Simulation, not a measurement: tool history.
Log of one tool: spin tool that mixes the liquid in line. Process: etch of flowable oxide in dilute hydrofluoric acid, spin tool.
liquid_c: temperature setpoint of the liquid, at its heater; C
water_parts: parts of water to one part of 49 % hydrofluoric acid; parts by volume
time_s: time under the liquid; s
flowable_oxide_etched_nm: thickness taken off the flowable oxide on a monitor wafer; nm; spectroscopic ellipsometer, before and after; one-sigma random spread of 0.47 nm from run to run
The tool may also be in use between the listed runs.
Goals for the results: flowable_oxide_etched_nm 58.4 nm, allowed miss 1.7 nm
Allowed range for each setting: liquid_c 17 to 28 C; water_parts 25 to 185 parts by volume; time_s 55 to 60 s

Run 1, hour 0: liquid_c 20 C, water_parts 105 parts by volume, time_s 55 s. Result: flowable_oxide_etched_nm 20.793 nm.
Run 2, hour 7.7: liquid_c 21.5 C, water_parts 90 parts by volume, time_s 55 s. Result: flowable_oxide_etched_nm 26.163 nm.
Run 3, hour 16.6: liquid_c 23 C, water_parts 80 parts by volume, time_s 55 s. Result: flowable_oxide_etched_nm 31.511 nm.
Run 4, hour 24.6: liquid_c 24 C, water_parts 70 parts by volume, time_s 55 s. Result: flowable_oxide_etched_nm 37.996 nm.
Run 5, hour 31.6: liquid_c 25 C, water_parts 65 parts by volume, time_s 55 s. Result: flowable_oxide_etched_nm 42.163 nm.
Run 6, hour 38.6: liquid_c 25 C, water_parts 65 parts by volume, time_s 60 s. Result: flowable_oxide_etched_nm 46.716 nm.
Run 7, hour 46.7: liquid_c 25 C, water_parts 65 parts by volume, time_s 60 s. Result: flowable_oxide_etched_nm 46.242 nm.
Run 8, hour 50.3: liquid_c 25.5 C, water_parts 65 parts by volume, time_s 60 s. Result: flowable_oxide_etched_nm 48.129 nm.
Run 9, hour 53.2: liquid_c 25.5 C, water_parts 65 parts by volume, time_s 60 s. Result: flowable_oxide_etched_nm 47.133 nm.
Run 10, hour 60.2: liquid_c 28 C, water_parts 50 parts by volume, time_s 60 s. Result: flowable_oxide_etched_nm 69.328 nm.
Run 11, hour 67.9: liquid_c 27.5 C, water_parts 50 parts by volume, time_s 60 s. Result: flowable_oxide_etched_nm 69.821 nm.
Run 12, hour 71.3: liquid_c 23.5 C, water_parts 55 parts by volume, time_s 60 s. Result: flowable_oxide_etched_nm 53.112 nm.
Run 13, hour 78: liquid_c 24 C, water_parts 55 parts by volume, time_s 60 s. Result: flowable_oxide_etched_nm 53.913 nm.
Run 14, hour 81.2: liquid_c 24.5 C, water_parts 55 parts by volume, time_s 60 s. Result: flowable_oxide_etched_nm 55.001 nm.
Run 15, hour 84.9: liquid_c 25 C, water_parts 55 parts by volume, time_s 60 s. Result: flowable_oxide_etched_nm 55.406 nm.

Below are 4 possible settings for the next run. Only one of them brings all results inside the allowed miss of their targets. Which is it?
Run A, hour 88.6: liquid_c 25.5 C, water_parts 60 parts by volume, time_s 60 s. Result: flowable_oxide_etched_nm ?.
Run B, hour 88.6: liquid_c 27 C, water_parts 55 parts by volume, time_s 55 s. Result: flowable_oxide_etched_nm ?.
Run C, hour 88.6: liquid_c 26 C, water_parts 55 parts by volume, time_s 60 s. Result: flowable_oxide_etched_nm ?.
Run D, hour 88.6: liquid_c 25.5 C, water_parts 55 parts by volume, time_s 55 s. Result: flowable_oxide_etched_nm ?.

move  flowable_oxide_etched_nm
   A                    51.799
   B                    55.398
   C                    58.055
   D                    52.152
A: misses by more than the last run did
B: about the same distance from the targets as the last run
C: all results in spec
D: misses by more than the last run did
Correct choice: C, which meets every target
